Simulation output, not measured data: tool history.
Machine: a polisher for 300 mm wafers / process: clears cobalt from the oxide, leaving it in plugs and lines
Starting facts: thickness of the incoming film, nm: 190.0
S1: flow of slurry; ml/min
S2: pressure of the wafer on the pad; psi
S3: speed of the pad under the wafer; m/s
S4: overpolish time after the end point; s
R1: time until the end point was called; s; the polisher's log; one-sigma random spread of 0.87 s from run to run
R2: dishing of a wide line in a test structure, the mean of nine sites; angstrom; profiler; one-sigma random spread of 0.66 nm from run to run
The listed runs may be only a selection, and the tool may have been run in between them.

run	hour	S1	S2	S3	S4	R1	R2
1	0	155	1.3	0.8	30	85.911	409.75
2	7.2	160	1.4	0.8	29	80.285	407.08
3	13.7	160	1.5	0.8	29	75.709	419.18
4	20	160	1.6	0.8	30	73.093	451.31
5	21.5	160	1.6	0.8	41	72.58	518.22
6	26.8	165	1.6	0.8	37	71.296	489.33
7	29.5	170	1.6	0.8	35	71.67	471.43
8	30.1	175	1.6	0.8	34	71.79	463.24
9	31.1	175	1.6	0.8	33	72.937	446.28
10	39.4	175	1.6	0.8	32	70.581	454.89

What does the tool deliver on the next run?
11	46.2	180	1.6	0.8	29	?	?

{"run 11": {"R1": 72.386, "R2": 428.65}}
